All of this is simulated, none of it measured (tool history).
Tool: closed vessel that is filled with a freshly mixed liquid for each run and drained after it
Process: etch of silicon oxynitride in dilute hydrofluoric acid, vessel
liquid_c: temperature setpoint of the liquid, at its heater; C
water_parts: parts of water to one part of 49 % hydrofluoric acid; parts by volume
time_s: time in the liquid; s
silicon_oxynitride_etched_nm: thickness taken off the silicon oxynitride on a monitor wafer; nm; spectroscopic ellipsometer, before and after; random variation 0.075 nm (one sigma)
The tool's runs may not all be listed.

| run | hour | liquid_c | water_parts | time_s | silicon_oxynitride_etched_nm |
|---|---|---|---|---|---|
| 1 | 0 | 21 | 85 | 265 | 8.8867 |
| 2 | 2.6 | 21 | 85 | 285 | 9.4458 |
| 3 | 4.8 | 21.5 | 85 | 285 | 9.8813 |
| 4 | 7.6 | 22 | 85 | 285 | 10.055 |
| 5 | 15.8 | 22.5 | 85 | 285 | 10.276 |
| 6 | 17 | 22.5 | 85 | 265 | 9.5282 |

The next listed run, before its measurement:
| 7 | 23.8 | 23 | 85 | 265 | ? |

Run 7 gave silicon_oxynitride_etched_nm 9.8249 nm.
